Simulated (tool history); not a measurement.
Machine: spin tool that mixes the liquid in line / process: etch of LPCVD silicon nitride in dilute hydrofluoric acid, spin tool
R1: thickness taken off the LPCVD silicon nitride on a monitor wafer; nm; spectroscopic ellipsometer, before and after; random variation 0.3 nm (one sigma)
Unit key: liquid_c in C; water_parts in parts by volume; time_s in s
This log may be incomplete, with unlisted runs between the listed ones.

run 1 hour=0 | liquid_c=24 water_parts=75 time_s=320 | R1=2.1388
run 2 hour=6 | liquid_c=26 water_parts=60 time_s=325 | R1=3.2287
run 3 hour=10.6 | liquid_c=29.5 water_parts=60 time_s=325 | R1=3.9844
run 4 hour=11.9 | liquid_c=31.5 water_parts=60 time_s=325 | R1=4.5025
run 5 hour=17.1 | liquid_c=30 water_parts=60 time_s=325 | R1=4.3216
-- hour=24.8 thermometer replaced
run 6 hour=24.8 | liquid_c=30.5 water_parts=50 time_s=330 | R1=4.5672
run 7 hour=29.7 | liquid_c=31 water_parts=45 time_s=335 | R1=5.4022
run 8 hour=38.3 | liquid_c=31 water_parts=40 time_s=335 | R1=6.0172

Predict the results of run 9:
run 9 hour=44.1 | liquid_c=31 water_parts=35 time_s=335 | R1=?

Run 9 produced R1 6.9246 nm.
